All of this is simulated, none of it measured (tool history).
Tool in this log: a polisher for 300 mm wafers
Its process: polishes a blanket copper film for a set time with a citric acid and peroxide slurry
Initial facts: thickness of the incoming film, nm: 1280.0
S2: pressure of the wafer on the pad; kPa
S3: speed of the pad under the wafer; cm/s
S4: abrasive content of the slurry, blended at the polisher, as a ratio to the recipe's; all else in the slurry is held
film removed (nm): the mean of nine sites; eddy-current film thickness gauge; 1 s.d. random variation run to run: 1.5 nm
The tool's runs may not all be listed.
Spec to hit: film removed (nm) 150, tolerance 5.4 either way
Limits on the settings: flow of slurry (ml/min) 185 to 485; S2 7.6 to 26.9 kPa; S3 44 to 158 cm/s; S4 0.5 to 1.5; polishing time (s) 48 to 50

{"run": 1, "day": 0.0, "flow of slurry (ml/min)": 310, "S2": 17.2, "S3": 100, "S4": 1, "polishing time (s)": 48, "film removed (nm)": 104.83}
{"run": 2, "day": 0.029, "flow of slurry (ml/min)": 310, "S2": 17.9, "S3": 100, "S4": 1, "polishing time (s)": 48, "film removed (nm)": 109.92}
{"run": 3, "day": 0.179, "flow of slurry (ml/min)": 270, "S2": 17.9, "S3": 100, "S4": 1, "polishing time (s)": 48, "film removed (nm)": 108.42}
{"run": 4, "day": 0.2, "flow of slurry (ml/min)": 270, "S2": 18.6, "S3": 100, "S4": 1, "polishing time (s)": 48, "film removed (nm)": 110.22}
{"run": 5, "day": 0.421, "flow of slurry (ml/min)": 275, "S2": 19.3, "S3": 100, "S4": 1, "polishing time (s)": 48, "film removed (nm)": 114.86}
{"run": 6, "day": 0.604, "flow of slurry (ml/min)": 275, "S2": 20, "S3": 100, "S4": 1, "polishing time (s)": 48, "film removed (nm)": 118.52}
{"run": 7, "day": 0.883, "flow of slurry (ml/min)": 275, "S2": 20.7, "S3": 100, "S4": 1, "polishing time (s)": 48, "film removed (nm)": 121.5}
{"run": 8, "day": 1.175, "flow of slurry (ml/min)": 275, "S2": 21.4, "S3": 100, "S4": 1, "polishing time (s)": 48, "film removed (nm)": 126.97}
{"run": 9, "day": 1.35, "flow of slurry (ml/min)": 275, "S2": 22.1, "S3": 100, "S4": 1, "polishing time (s)": 48, "film removed (nm)": 129.12}
{"run": 10, "day": 1.658, "flow of slurry (ml/min)": 275, "S2": 22.8, "S3": 100, "S4": 1, "polishing time (s)": 48, "film removed (nm)": 131.38}
{"run": 11, "day": 1.983, "flow of slurry (ml/min)": 275, "S2": 22.8, "S3": 100, "S4": 1, "polishing time (s)": 48, "film removed (nm)": 130.72}
{"run": 12, "day": 2.279, "flow of slurry (ml/min)": 275, "S2": 23.4, "S3": 100, "S4": 1, "polishing time (s)": 48, "film removed (nm)": 134.24}
{"run": 13, "day": 2.554, "flow of slurry (ml/min)": 275, "S2": 24.1, "S3": 100, "S4": 1, "polishing time (s)": 48, "film removed (nm)": 139.02}

Which single option among these 5 for the next run brings every result within its allowed miss of target? Just one does.
{"run": "A", "day": 2.829, "flow of slurry (ml/min)": 250, "S2": 23.4, "S3": 104, "S4": 1.05, "polishing time (s)": 48, "film removed (nm)": "?"}
{"run": "B", "day": 2.829, "flow of slurry (ml/min)": 260, "S2": 24.1, "S3": 86, "S4": 1.1, "polishing time (s)": 50, "film removed (nm)": "?"}
{"run": "C", "day": 2.829, "flow of slurry (ml/min)": 300, "S2": 24.1, "S3": 96, "S4": 0.9, "polishing time (s)": 50, "film removed (nm)": "?"}
{"run": "D", "day": 2.829, "flow of slurry (ml/min)": 345, "S2": 15.2, "S3": 132, "S4": 1.15, "polishing time (s)": 50, "film removed (nm)": "?"}
{"run": "E", "day": 2.829, "flow of slurry (ml/min)": 330, "S2": 22.8, "S3": 130, "S4": 0.6, "polishing time (s)": 49, "film removed (nm)": "?"}

move=A film_removed_(nm)=140.69
move=B film_removed_(nm)=127.3
move=C film_removed_(nm)=135.12
move=D film_removed_(nm)=135.25
move=E film_removed_(nm)=147.66
A: an improvement on the last run, though not all results are within tolerance
B: further off than the last run
C: further off than the last run
D: further off than the last run
E: hits every target within its allowed miss
E meets every target.
